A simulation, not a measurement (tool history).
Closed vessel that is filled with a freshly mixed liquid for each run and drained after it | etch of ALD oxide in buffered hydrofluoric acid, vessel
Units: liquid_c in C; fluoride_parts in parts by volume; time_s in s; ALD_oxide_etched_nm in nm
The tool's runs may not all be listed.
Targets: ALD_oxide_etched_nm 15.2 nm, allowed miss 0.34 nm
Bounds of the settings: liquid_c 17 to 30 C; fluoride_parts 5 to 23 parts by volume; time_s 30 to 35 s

{"run": 1, "hour": 0.0, "liquid_c": 22, "fluoride_parts": 14, "time_s": 35, "ALD_oxide_etched_nm": 33.663}
{"run": 2, "hour": 2.8, "liquid_c": 20.5, "fluoride_parts": 16, "time_s": 35, "ALD_oxide_etched_nm": 27.002}
{"run": 3, "hour": 8.8, "liquid_c": 17.5, "fluoride_parts": 16, "time_s": 35, "ALD_oxide_etched_nm": 22.49}
{"run": 4, "hour": 12.7, "liquid_c": 17.5, "fluoride_parts": 17.5, "time_s": 35, "ALD_oxide_etched_nm": 20.64}
{"run": 5, "hour": 15.1, "liquid_c": 17.5, "fluoride_parts": 17.5, "time_s": 35, "ALD_oxide_etched_nm": 20.747}
{"run": 6, "hour": 24.3, "liquid_c": 17, "fluoride_parts": 17.5, "time_s": 35, "ALD_oxide_etched_nm": 20.326}
{"run": 7, "hour": 26.2, "liquid_c": 17, "fluoride_parts": 19, "time_s": 35, "ALD_oxide_etched_nm": 18.821}
{"run": 8, "hour": 34.4, "liquid_c": 17, "fluoride_parts": 20, "time_s": 35, "ALD_oxide_etched_nm": 17.633}
{"run": 9, "hour": 42.1, "liquid_c": 17, "fluoride_parts": 20.5, "time_s": 35, "ALD_oxide_etched_nm": 17.485}
{"run": 10, "hour": 47.6, "liquid_c": 17, "fluoride_parts": 21, "time_s": 35, "ALD_oxide_etched_nm": 17.171}
{"run": 11, "hour": 53.9, "liquid_c": 17, "fluoride_parts": 21.5, "time_s": 35, "ALD_oxide_etched_nm": 16.954}
{"run": 12, "hour": 57.6, "liquid_c": 17, "fluoride_parts": 23, "time_s": 35, "ALD_oxide_etched_nm": 15.935}
{"run": 13, "hour": 64.6, "liquid_c": 17, "fluoride_parts": 23, "time_s": 30, "ALD_oxide_etched_nm": 13.686}

Which of these 5 next moves meets every target?
{"run": "A", "hour": 71.6, "liquid_c": 17, "fluoride_parts": 23, "time_s": 35, "ALD_oxide_etched_nm": "?"}
{"run": "B", "hour": 71.6, "liquid_c": 19.5, "fluoride_parts": 22.5, "time_s": 30, "ALD_oxide_etched_nm": "?"}
{"run": "C", "hour": 71.6, "liquid_c": 19.5, "fluoride_parts": 23, "time_s": 30, "ALD_oxide_etched_nm": "?"}
{"run": "D", "hour": 71.6, "liquid_c": 18, "fluoride_parts": 22, "time_s": 30, "ALD_oxide_etched_nm": "?"}
{"run": "E", "hour": 71.6, "liquid_c": 17, "fluoride_parts": 18.5, "time_s": 30, "ALD_oxide_etched_nm": "?"}

move=A ALD_oxide_etched_nm=16.112
move=B ALD_oxide_etched_nm=16.163
move=C ALD_oxide_etched_nm=15.92
move=D ALD_oxide_etched_nm=15.079
move=E ALD_oxide_etched_nm=16.43
A: takes the result that was furthest off past its target
B: takes the result that was furthest off past its target
C: takes the result that was furthest off past its target
D: meets every target
E: takes the result that was furthest off past its target
Move D is the one to make.
